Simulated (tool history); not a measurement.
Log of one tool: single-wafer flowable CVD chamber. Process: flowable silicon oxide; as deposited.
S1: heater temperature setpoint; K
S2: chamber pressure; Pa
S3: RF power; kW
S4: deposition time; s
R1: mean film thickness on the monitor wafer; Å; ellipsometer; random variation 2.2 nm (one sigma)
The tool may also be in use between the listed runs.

{"run": 1, "day": 0.0, "S1": 373.15, "S2": 135, "S3": 2.225, "S4": 412, "R1": 3414.9}
{"run": 2, "day": 0.371, "S1": 372.15, "S2": 135, "S3": 2.225, "S4": 412, "R1": 3495.3}
{"run": 3, "day": 0.7, "S1": 372.15, "S2": 145, "S3": 2.225, "S4": 412, "R1": 3730.3}
{"run": 4, "day": 0.879, "S1": 377.15, "S2": 145, "S3": 2.225, "S4": 412, "R1": 3254.5}
{"run": 5, "day": 1.129, "S1": 376.15, "S2": 145, "S3": 2.225, "S4": 412, "R1": 3353.1}
{"run": 6, "day": 1.158, "S1": 375.15, "S2": 145, "S3": 2.225, "S4": 412, "R1": 3431.7}
{"run": 7, "day": 1.254, "S1": 374.15, "S2": 145, "S3": 2.225, "S4": 412, "R1": 3537.4}
{"run": 8, "day": 1.525, "S1": 373.15, "S2": 145, "S3": 2.225, "S4": 412, "R1": 3651.8}

Run 9 comes next. What will it give?
{"run": 9, "day": 1.642, "S1": 372.15, "S2": 145, "S3": 2.225, "S4": 412, "R1": "?"}

R1: 3767.2 Å
